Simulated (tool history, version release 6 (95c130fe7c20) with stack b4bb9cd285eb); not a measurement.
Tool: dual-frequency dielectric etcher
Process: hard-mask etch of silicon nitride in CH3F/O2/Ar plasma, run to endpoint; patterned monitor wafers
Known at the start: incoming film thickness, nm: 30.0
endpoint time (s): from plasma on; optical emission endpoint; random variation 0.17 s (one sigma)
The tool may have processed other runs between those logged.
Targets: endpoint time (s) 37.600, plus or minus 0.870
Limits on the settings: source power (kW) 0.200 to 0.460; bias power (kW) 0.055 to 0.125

{"run": 1, "hour": 0.0, "source power (kW)": 0.33, "bias power (kW)": 0.09, "endpoint time (s)": 42.707}
{"run": 2, "hour": 7.8, "source power (kW)": 0.36, "bias power (kW)": 0.092, "endpoint time (s)": 41.541}
{"run": 3, "hour": 14.2, "source power (kW)": 0.36, "bias power (kW)": 0.083, "endpoint time (s)": 43.686}
{"run": 4, "hour": 21.1, "source power (kW)": 0.38, "bias power (kW)": 0.089, "endpoint time (s)": 41.481}
{"run": 5, "hour": 25.3, "source power (kW)": 0.4, "bias power (kW)": 0.092, "endpoint time (s)": 40.043}
{"run": 6, "hour": 27.7, "source power (kW)": 0.4, "bias power (kW)": 0.086, "endpoint time (s)": 41.503}
{"run": 7, "hour": 32.5, "source power (kW)": 0.41, "bias power (kW)": 0.09, "endpoint time (s)": 40.216}
{"run": 8, "hour": 36.3, "source power (kW)": 0.42, "bias power (kW)": 0.092, "endpoint time (s)": 39.495}
{"run": 9, "hour": 40.7, "source power (kW)": 0.43, "bias power (kW)": 0.094, "endpoint time (s)": 38.908}
{"run": 10, "hour": 44.1, "source power (kW)": 0.43, "bias power (kW)": 0.094, "endpoint time (s)": 38.837}
{"run": 11, "hour": 48.5, "source power (kW)": 0.44, "bias power (kW)": 0.095, "endpoint time (s)": 38.491}

Next run, 4 choices. One meets every target within its allowed miss, the rest don't. Which?
{"run": "A", "hour": 52.9, "source power (kW)": 0.46, "bias power (kW)": 0.096, "endpoint time (s)": "?"}
{"run": "B", "hour": 52.9, "source power (kW)": 0.4, "bias power (kW)": 0.093, "endpoint time (s)": "?"}
{"run": "C", "hour": 52.9, "source power (kW)": 0.43, "bias power (kW)": 0.09, "endpoint time (s)": "?"}
{"run": "D", "hour": 52.9, "source power (kW)": 0.44, "bias power (kW)": 0.091, "endpoint time (s)": "?"}

move=A endpoint_time_(s)=38.033
move=B endpoint_time_(s)=40.215
move=C endpoint_time_(s)=40.094
move=D endpoint_time_(s)=39.604
A: all results land within tolerance of their targets
B: moves away from the targets compared with the last run
C: moves away from the targets compared with the last run
D: moves away from the targets compared with the last run
So the answer is move A, the one that meets all the targets.
